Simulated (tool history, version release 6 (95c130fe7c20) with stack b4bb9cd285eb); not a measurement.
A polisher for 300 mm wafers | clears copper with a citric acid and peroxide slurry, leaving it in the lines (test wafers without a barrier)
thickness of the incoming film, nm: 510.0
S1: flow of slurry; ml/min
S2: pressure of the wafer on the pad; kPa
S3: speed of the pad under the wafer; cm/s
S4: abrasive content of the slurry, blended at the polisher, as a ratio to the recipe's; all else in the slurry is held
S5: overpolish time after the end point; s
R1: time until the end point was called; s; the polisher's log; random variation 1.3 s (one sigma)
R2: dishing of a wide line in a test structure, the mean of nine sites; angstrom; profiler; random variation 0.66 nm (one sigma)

run	day	S1	S2	S3	S4	S5	R1	R2
1	0	215	26.9	122	1	21	143.51	409.29
2	0.304	215	26.9	122	1	16	142.19	338.49
3	0.442	210	28.3	122	1	19	135.73	392.67
4	0.729	210	28.3	122	1	28	139.04	498.1
5	1.038	215	29	122	1	28	135.42	490.55
6	1.404	215	29.6	122	1	29	130.48	506.9
7	1.633	215	30.3	122	1	30	126.84	525.52

Run 8 comes next. What will it give?
# day 1.892: worn pad replaced by a new one
8	1.892	215	31	122	1	31	?	?

R1: 115.5 s
R2: 560.67 angstrom
